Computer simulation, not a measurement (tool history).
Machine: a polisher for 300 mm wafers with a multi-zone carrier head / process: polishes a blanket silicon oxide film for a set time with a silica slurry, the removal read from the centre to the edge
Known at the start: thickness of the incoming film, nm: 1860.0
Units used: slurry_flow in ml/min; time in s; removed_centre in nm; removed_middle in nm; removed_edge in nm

run	hour	slurry_flow	centre_zone	middle_zone	edge_zone	slurry_solids	time	removed_centre	removed_middle	removed_edge
1	0	255	1	1	1	1	68	282.77	292.78	288.97
2	8.9	265	1.04	1.01	1.03	1.05	68	293.96	294.11	298.62
3	13	265	1.04	1.01	1.03	1.05	75	326.47	327.19	325.99
4	17.3	265	1.12	1.01	1.03	1.05	75	342.48	332.24	326.82
5	21.1	265	1.12	1.01	1.09	1.05	75	340.27	328.88	338.38
6	27.8	265	1.12	0.94	1.09	1.05	75	343.92	313.77	338.69
7	29.8	270	1.14	0.95	1.08	1.05	75	344.6	317.41	339.16

For run 8, what comes out?
8	33.2	270	1.15	0.95	1.05	1.1	75	?	?	?

removed_centre: 367.45 nm
removed_middle: 318.74 nm
removed_edge: 341.88 nm
